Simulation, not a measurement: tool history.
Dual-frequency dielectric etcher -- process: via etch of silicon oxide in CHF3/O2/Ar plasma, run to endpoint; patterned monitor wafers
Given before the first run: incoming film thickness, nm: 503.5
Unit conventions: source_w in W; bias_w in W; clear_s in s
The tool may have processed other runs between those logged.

run,hour,source_w,bias_w,clear_s
1,0.0,840,207,207.31
2,2.6,910,212,200.63
3,9.1,910,194,206.53
4,13.2,860,194,210.00
5,14.9,860,228,200.10
6,22.4,910,233,193.87
7,29.3,940,235,192.05

Forecast run 8:
8,37.5,960,238,?

clear_s: 189.93 s
